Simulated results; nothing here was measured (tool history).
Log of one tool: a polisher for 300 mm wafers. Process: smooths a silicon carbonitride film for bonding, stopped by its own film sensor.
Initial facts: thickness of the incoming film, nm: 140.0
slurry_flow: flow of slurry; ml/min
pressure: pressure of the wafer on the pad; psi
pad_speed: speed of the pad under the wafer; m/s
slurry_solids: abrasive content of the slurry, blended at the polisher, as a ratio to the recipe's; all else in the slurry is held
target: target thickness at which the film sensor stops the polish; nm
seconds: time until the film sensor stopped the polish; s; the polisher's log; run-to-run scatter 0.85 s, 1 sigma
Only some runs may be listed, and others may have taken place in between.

Run 1, hour 0: slurry_flow 175 ml/min, pressure 1.4 psi, pad_speed 0.88 m/s, slurry_solids 1, target 127 nm. Result: seconds 87.868 s.
Run 2, hour 8.1: slurry_flow 150 ml/min, pressure 1.4 psi, pad_speed 0.88 m/s, slurry_solids 1, target 127 nm. Result: seconds 88.703 s.
Run 3, hour 10.8: slurry_flow 150 ml/min, pressure 1.5 psi, pad_speed 0.88 m/s, slurry_solids 1, target 127 nm. Result: seconds 85.593 s.
Run 4, hour 13.7: slurry_flow 150 ml/min, pressure 1.5 psi, pad_speed 0.88 m/s, slurry_solids 1, target 127 nm. Result: seconds 85.294 s.
Run 5, hour 15: slurry_flow 155 ml/min, pressure 1.6 psi, pad_speed 0.88 m/s, slurry_solids 1, target 127 nm. Result: seconds 79.631 s.
Run 6, hour 18.1: slurry_flow 155 ml/min, pressure 1.3 psi, pad_speed 0.88 m/s, slurry_solids 1, target 127 nm. Result: seconds 97.107 s.
Run 7, hour 19.4: slurry_flow 155 ml/min, pressure 1.3 psi, pad_speed 0.88 m/s, slurry_solids 1, target 127 nm. Result: seconds 97.857 s.
Run 8, hour 24: slurry_flow 160 ml/min, pressure 1.4 psi, pad_speed 0.88 m/s, slurry_solids 1, target 127 nm. Result: seconds 89.008 s.
Run 9, hour 27: slurry_flow 170 ml/min, pressure 1.5 psi, pad_speed 0.88 m/s, slurry_solids 1, target 127 nm. Result: seconds 83.475 s.

Run 10 is up next; what results do you expect?
Run 10, hour 28.9: slurry_flow 170 ml/min, pressure 1.6 psi, pad_speed 0.88 m/s, slurry_solids 1, target 127 nm. Result: seconds ?.

{"run 10": {"seconds": 79.048}}

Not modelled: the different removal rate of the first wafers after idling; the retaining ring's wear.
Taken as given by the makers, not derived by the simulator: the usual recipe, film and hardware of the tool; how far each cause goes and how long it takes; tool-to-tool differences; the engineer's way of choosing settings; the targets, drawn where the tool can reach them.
